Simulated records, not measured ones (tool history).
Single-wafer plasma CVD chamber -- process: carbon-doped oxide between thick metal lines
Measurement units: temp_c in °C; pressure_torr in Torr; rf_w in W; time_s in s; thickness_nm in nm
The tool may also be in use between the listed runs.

run    day  temp_c  pressure_torr  rf_w  time_s  thickness_nm
  1  0.000     330           5.55   545      88        475.77
  2  0.029     330           5.55   545      83        450.61
  3  0.129     330           6.39   545      83        455.53
  4  0.296     320           6.39   545      83        470.65
  5  0.621     320           6.39   545      88        498.45
  6  0.783     323           6.25   505      87        453.33

Run 7 has not been measured yet. What should we expect?
  7  0.988     325           6.16   490      87             ?

Run 7 measured thickness_nm 436.48 nm.
